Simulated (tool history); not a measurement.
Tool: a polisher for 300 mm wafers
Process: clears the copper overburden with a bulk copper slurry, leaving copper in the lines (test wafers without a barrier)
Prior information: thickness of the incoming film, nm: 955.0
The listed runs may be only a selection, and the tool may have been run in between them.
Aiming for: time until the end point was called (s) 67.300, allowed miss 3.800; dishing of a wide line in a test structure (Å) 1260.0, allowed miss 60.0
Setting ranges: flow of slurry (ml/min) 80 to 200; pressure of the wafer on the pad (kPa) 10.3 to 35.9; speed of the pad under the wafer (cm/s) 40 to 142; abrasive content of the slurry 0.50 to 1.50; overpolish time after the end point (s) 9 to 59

run	hour	flow of slurry (ml/min)	pressure of the wafer on the pad (kPa)	speed of the pad under the wafer (cm/s)	abrasive content of the slurry	overpolish time after the end point (s)	time until the end point was called (s)	dishing of a wide line in a test structure (Å)
1	0.0	130	22.8	90	1.00	30	82.520	1116.7
2	7.0	130	23.4	90	1.00	30	80.533	1107.3
3	9.0	130	24.1	90	1.00	31	77.789	1158.9
4	14.2	130	24.1	74	1.00	31	95.407	1050.6
5	21.5	130	24.1	84	1.00	31	83.063	1112.5
6	24.8	100	24.1	84	1.00	31	85.415	1101.2
7	29.6	100	25.5	84	1.00	31	84.458	1113.5
8	32.1	105	26.9	84	1.00	31	77.416	1173.0
9	38.5	105	27.6	84	1.00	31	75.293	1140.8
10	47.2	105	28.3	84	1.00	32	73.261	1228.5
11	52.0	105	29.0	84	1.00	32	71.558	1233.0
12	55.7	105	29.6	84	1.00	31	72.196	1245.7

Consider the 5 candidate settings below. Which is the only one whose results all fall within their allowed miss of target?
A	59.4	110	29.0	78	1.00	38	?	?
B	59.4	105	29.6	82	0.95	28	?	?
C	59.4	115	27.6	88	1.35	34	?	?
D	59.4	120	28.3	80	0.95	42	?	?
E	59.4	105	30.3	88	0.95	24	?	?

move	time until the end point was called (s)	dishing of a wide line in a test structure (Å)
A	80.436	1255.4
B	76.463	1165.5
C	69.603	1250.0
D	79.909	1279.5
E	69.823	1143.1
A: moves away from the targets compared with the last run
B: moves away from the targets compared with the last run
C: every result within its allowed miss
D: moves away from the targets compared with the last run
E: gets the furthest-off result to its target, but another result is out of tolerance
The move that meets every target is C.
